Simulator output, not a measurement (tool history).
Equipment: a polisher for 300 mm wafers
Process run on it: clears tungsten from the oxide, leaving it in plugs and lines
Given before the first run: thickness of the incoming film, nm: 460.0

run	hour	flow of slurry (ml/min)	pressure of the wafer on the pad (kPa)	speed of the pad under the wafer (m/s)	abrasive content of the slurry	overpolish time after the end point (s)	time until the end point was called (s)
1	0.0	150	22.1	1.36	1.0	40	97.543
2	4.0	150	22.1	1.66	1.0	40	80.557
3	8.1	150	20.0	1.66	1.0	40	87.336
4	9.1	150	17.9	1.56	1.0	40	103.330
5	15.8	150	16.5	1.48	1.0	40	115.020
6	21.2	150	15.2	1.42	1.0	40	125.800
7	25.7	150	14.5	1.36	1.0	40	141.550
8	28.1	150	13.8	1.34	1.0	40	148.260
9	36.2	145	9.7	1.18	1.0	40	220.030

What will run 10 give?
10	44.0	150	9.7	1.18	1.0	40	?

Run 10 produced time until the end point was called (s) 229.110.
